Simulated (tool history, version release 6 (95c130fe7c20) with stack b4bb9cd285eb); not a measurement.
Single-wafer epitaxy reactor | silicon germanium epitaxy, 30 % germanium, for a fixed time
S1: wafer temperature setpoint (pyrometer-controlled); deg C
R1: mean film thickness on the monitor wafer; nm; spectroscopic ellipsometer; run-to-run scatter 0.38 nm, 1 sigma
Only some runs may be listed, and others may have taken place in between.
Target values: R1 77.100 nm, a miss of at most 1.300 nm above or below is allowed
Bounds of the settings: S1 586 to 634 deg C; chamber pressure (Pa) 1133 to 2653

run 1 day=0.000 | S1=610 chamber_pressure_(Pa)=1893 | R1=64.485
run 2 day=0.362 | S1=618 chamber_pressure_(Pa)=1893 | R1=73.657
run 3 day=0.533 | S1=607 chamber_pressure_(Pa)=1893 | R1=61.121
run 4 day=0.792 | S1=602 chamber_pressure_(Pa)=1893 | R1=55.765
run 5 day=1.142 | S1=598 chamber_pressure_(Pa)=1893 | R1=51.899
run 6 day=1.404 | S1=598 chamber_pressure_(Pa)=2013 | R1=53.318
run 7 day=1.642 | S1=610 chamber_pressure_(Pa)=2053 | R1=66.586
run 8 day=1.908 | S1=613 chamber_pressure_(Pa)=2053 | R1=70.370
run 9 day=2.083 | S1=615 chamber_pressure_(Pa)=2053 | R1=72.573
run 10 day=2.450 | S1=616 chamber_pressure_(Pa)=2053 | R1=73.638
run 11 day=2.642 | S1=617 chamber_pressure_(Pa)=2053 | R1=74.936

Pick the move, out of 4, that brings all results within their allowed miss; only one does.
run A day=2.833 | S1=618 chamber_pressure_(Pa)=1787 | R1=?
run B day=2.833 | S1=618 chamber_pressure_(Pa)=1733 | R1=?
run C day=2.833 | S1=618 chamber_pressure_(Pa)=2066 | R1=?
run D day=2.833 | S1=616 chamber_pressure_(Pa)=1973 | R1=?

move=A R1=72.170
move=B R1=71.279
move=C R1=76.597
move=D R1=72.587
A: the biggest miss grows against the last run
B: the biggest miss grows against the last run
C: every result within its allowed miss
D: the biggest miss grows against the last run
C is the move that brings every result within its allowed miss.

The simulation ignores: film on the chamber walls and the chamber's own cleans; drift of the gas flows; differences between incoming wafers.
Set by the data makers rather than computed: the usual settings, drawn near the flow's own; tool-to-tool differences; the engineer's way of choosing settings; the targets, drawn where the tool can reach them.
